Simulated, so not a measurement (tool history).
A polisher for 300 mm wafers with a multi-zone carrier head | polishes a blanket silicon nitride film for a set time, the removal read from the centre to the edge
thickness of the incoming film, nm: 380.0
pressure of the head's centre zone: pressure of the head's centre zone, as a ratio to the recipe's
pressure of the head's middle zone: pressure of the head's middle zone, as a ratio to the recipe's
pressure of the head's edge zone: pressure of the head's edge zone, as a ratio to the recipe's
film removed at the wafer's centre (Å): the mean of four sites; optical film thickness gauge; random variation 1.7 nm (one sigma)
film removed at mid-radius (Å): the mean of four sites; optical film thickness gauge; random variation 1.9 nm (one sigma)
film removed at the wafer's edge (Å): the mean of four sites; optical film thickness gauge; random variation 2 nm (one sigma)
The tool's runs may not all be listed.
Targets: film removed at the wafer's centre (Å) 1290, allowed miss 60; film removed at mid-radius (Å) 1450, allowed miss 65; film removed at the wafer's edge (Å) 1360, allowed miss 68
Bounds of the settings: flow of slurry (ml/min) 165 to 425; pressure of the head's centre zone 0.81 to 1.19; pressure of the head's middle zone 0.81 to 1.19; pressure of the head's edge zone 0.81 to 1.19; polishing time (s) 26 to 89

| run | hour | flow of slurry (ml/min) | pressure of the head's centre zone | pressure of the head's middle zone | pressure of the head's edge zone | polishing time (s) | film removed at the wafer's centre (Å) | film removed at mid-radius (Å) | film removed at the wafer's edge (Å) |
|---|---|---|---|---|---|---|---|---|---|
| 1 | 0 | 275 | 1 | 1 | 1 | 57 | 1103.4 | 1085.7 | 1098.9 |
| 2 | 5.6 | 275 | 1 | 1.03 | 1.02 | 59 | 1152 | 1165.5 | 1133.4 |
| 3 | 8.7 | 275 | 1 | 1.03 | 0.98 | 59 | 1160.6 | 1133.8 | 1135 |
| 4 | 16.6 | 325 | 1 | 1.03 | 0.98 | 59 | 1171.1 | 1198.8 | 1180.1 |
| 5 | 22.8 | 370 | 1 | 1.03 | 0.98 | 59 | 1197 | 1202.9 | 1177.6 |
| 6 | 29 | 415 | 1 | 1.03 | 0.98 | 59 | 1195.8 | 1206.7 | 1160 |
| 7 | 33.5 | 415 | 0.99 | 1.04 | 0.98 | 61 | 1233.6 | 1259.4 | 1212.1 |
| 8 | 34.5 | 415 | 0.98 | 1.05 | 0.98 | 62 | 1255.9 | 1299.5 | 1255.8 |
| 9 | 41.2 | 415 | 0.97 | 1.06 | 0.98 | 63 | 1212.1 | 1305.5 | 1258.6 |
| 10 | 43.6 | 415 | 0.97 | 1.06 | 0.98 | 63 | 1225.6 | 1335.5 | 1256.4 |

Which of these 5 next moves meets every target?
| A | 46 | 425 | 0.99 | 1.13 | 1 | 74 | ? | ? | ? |
| B | 46 | 410 | 0.97 | 1.13 | 0.98 | 74 | ? | ? | ? |
| C | 46 | 345 | 0.96 | 1.11 | 1.02 | 68 | ? | ? | ? |
| D | 46 | 395 | 1.01 | 1.08 | 0.97 | 69 | ? | ? | ? |
| E | 46 | 415 | 0.88 | 1.04 | 1.06 | 65 | ? | ? | ? |

| move | film removed at the wafer's centre (Å) | film removed at mid-radius (Å) | film removed at the wafer's edge (Å) |
|---|---|---|---|
| A | 1459.1 | 1649.3 | 1485.6 |
| B | 1425.3 | 1645.3 | 1468.3 |
| C | 1276.2 | 1468.2 | 1361.2 |
| D | 1379.5 | 1471.3 | 1360.3 |
| E | 1135.3 | 1347.9 | 1342.5 |
A: takes the result that was furthest off past its target
B: takes the result that was furthest off past its target
C: meets every target
D: brings the result that was furthest off to its target, and leaves another outside
E: further off than the last run
Answer: C
